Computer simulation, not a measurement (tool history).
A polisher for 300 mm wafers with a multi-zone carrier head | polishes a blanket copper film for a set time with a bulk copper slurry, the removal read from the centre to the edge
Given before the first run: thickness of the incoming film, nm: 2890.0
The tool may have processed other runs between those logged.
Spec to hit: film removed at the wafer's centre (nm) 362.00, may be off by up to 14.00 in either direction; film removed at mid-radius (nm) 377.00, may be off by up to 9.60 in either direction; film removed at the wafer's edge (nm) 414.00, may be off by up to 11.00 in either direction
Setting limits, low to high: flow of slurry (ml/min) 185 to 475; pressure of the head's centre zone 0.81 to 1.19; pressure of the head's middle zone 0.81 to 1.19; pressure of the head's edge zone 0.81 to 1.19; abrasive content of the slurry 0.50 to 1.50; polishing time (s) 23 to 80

| run | hour | flow of slurry (ml/min) | pressure of the head's centre zone | pressure of the head's middle zone | pressure of the head's edge zone | abrasive content of the slurry | polishing time (s) | film removed at the wafer's centre (nm) | film removed at mid-radius (nm) | film removed at the wafer's edge (nm) |
|---|---|---|---|---|---|---|---|---|---|---|
| 1 | 0.0 | 305 | 1.00 | 1.00 | 1.00 | 1.00 | 51 | 462.91 | 460.82 | 462.06 |
| 2 | 3.9 | 300 | 0.97 | 0.97 | 0.98 | 0.95 | 51 | 452.42 | 445.23 | 445.21 |
| 3 | 11.2 | 295 | 0.94 | 0.95 | 1.00 | 0.90 | 51 | 428.39 | 430.38 | 451.08 |
| 4 | 18.4 | 295 | 0.94 | 0.95 | 0.95 | 0.90 | 51 | 426.29 | 426.94 | 443.80 |
|  | 26.8 | edge zone pressure recalibrated |
| 5 | 26.8 | 240 | 0.94 | 0.95 | 0.95 | 0.90 | 51 | 424.57 | 423.38 | 436.51 |
| 6 | 33.1 | 240 | 0.92 | 0.94 | 0.94 | 0.85 | 51 | 405.58 | 413.23 | 427.75 |
| 7 | 40.5 | 240 | 0.91 | 0.93 | 0.93 | 0.85 | 51 | 409.29 | 413.87 | 419.14 |
| 8 | 41.8 | 240 | 0.89 | 0.92 | 0.94 | 0.85 | 51 | 393.46 | 417.23 | 429.24 |
| 9 | 50.6 | 240 | 0.88 | 0.90 | 0.94 | 0.85 | 51 | 395.62 | 402.25 | 429.32 |
| 10 | 57.1 | 240 | 0.87 | 0.89 | 0.94 | 0.85 | 51 | 387.38 | 400.27 | 436.17 |
| 11 | 59.0 | 240 | 0.86 | 0.88 | 0.93 | 0.85 | 51 | 377.02 | 390.50 | 425.67 |

5 candidate next runs follow, results not yet known. Just one meets every target within its allowed miss. Identify it.
| A | 60.9 | 250 | 0.81 | 0.89 | 1.02 | 0.75 | 49 | ? | ? | ? |
| B | 60.9 | 200 | 0.84 | 0.88 | 0.86 | 1.05 | 52 | ? | ? | ? |
| C | 60.9 | 185 | 0.90 | 0.92 | 0.89 | 0.85 | 51 | ? | ? | ? |
| D | 60.9 | 260 | 0.86 | 0.89 | 1.02 | 0.80 | 48 | ? | ? | ? |
| E | 60.9 | 250 | 0.83 | 0.91 | 0.90 | 0.85 | 47 | ? | ? | ? |

| move | film removed at the wafer's centre (nm) | film removed at mid-radius (nm) | film removed at the wafer's edge (nm) |
|---|---|---|---|
| A | 335.65 | 373.31 | 411.60 |
| B | 381.53 | 406.03 | 431.58 |
| C | 385.44 | 397.03 | 411.27 |
| D | 353.74 | 370.14 | 407.92 |
| E | 336.16 | 371.53 | 387.20 |
A: corrects the largest miss of the last run, while another result sits out of spec
B: misses by more than the last run did
C: misses by more than the last run did
D: every result lands within tolerance
E: corrects the largest miss of the last run, while another result sits out of spec
Go with D: it meets all targets.

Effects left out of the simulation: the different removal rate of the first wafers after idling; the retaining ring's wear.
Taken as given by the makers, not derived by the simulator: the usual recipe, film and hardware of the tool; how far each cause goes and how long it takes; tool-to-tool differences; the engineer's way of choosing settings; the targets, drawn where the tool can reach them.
